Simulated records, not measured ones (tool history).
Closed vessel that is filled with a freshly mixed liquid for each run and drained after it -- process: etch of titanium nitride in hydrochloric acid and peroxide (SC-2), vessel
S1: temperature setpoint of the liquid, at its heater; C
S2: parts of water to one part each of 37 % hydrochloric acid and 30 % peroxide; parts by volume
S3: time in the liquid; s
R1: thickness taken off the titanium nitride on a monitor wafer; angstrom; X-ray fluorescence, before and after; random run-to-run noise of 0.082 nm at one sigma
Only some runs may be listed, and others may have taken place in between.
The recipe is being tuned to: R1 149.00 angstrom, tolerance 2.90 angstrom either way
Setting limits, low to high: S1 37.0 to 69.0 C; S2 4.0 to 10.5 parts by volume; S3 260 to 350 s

run  hour    S1   S2   S3      R1
  1   0.0  53.0  5.5  350  246.97
  2   5.9  53.0  5.5  350  243.53
  3  14.7  53.0  5.5  350  244.65
  4  17.6  51.5  5.5  350  221.66
  5  22.4  51.5  7.5  350  175.32
  6  23.6  51.5  7.5  350  175.39
  7  31.7  51.0  7.5  350  168.61
  8  39.2  50.5  7.5  350  163.82
  9  40.6  50.0  7.5  350  157.71

Next run, 4 choices. One meets every target within its allowed miss, the rest don't. Which?
  A  42.0  51.0  7.0  310   ?
  B  42.0  49.0  7.0  315   ?
  C  42.0  51.5  8.5  315   ?
  D  42.0  48.0  6.5  335   ?

move      R1
   A  159.26
   B  141.62
   C  143.37
   D  149.09
A: the biggest miss grows against the last run
B: takes the biggest miss from the last run beyond its target
C: takes the biggest miss from the last run beyond its target
D: meets every target
Correct choice: D, which meets every target
